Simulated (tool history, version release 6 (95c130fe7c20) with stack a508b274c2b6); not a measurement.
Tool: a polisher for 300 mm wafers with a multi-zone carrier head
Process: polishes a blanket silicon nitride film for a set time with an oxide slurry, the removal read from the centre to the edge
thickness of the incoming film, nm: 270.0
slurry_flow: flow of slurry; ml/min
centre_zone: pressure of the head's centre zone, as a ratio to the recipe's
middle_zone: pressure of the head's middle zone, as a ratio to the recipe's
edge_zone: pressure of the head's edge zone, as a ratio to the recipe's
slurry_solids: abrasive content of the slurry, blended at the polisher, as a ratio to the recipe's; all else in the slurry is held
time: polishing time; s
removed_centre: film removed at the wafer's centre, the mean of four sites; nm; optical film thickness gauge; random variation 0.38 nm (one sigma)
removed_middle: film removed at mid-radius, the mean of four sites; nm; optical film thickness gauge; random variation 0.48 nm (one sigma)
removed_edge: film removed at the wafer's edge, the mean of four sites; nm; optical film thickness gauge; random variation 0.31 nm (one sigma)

run,hour,slurry_flow,centre_zone,middle_zone,edge_zone,slurry_solids,time,removed_centre,removed_middle,removed_edge
1,0.0,255,1.00,1.00,1.00,1.00,56,24.469,24.156,23.883
2,1.9,255,1.00,1.01,1.02,1.05,56,24.940,25.025,24.595
3,4.5,255,1.00,1.02,1.03,1.10,56,25.094,25.648,25.339
4,9.5,260,1.01,1.03,1.04,1.15,56,25.574,26.802,25.595
5,10.6,260,1.01,1.03,1.05,1.20,57,27.131,27.418,27.471
6,13.0,285,1.01,1.03,1.05,1.20,57,27.021,27.778,27.391
7,15.1,285,1.02,1.04,1.06,1.25,57,27.120,28.667,28.050
8,21.0,285,1.03,1.05,1.06,1.30,57,28.550,28.425,28.059

The next listed run, before its measurement:
9,23.4,285,1.03,1.06,1.07,1.35,58,?,?,?

removed_centre: 28.965 nm
removed_middle: 29.441 nm
removed_edge: 29.096 nm

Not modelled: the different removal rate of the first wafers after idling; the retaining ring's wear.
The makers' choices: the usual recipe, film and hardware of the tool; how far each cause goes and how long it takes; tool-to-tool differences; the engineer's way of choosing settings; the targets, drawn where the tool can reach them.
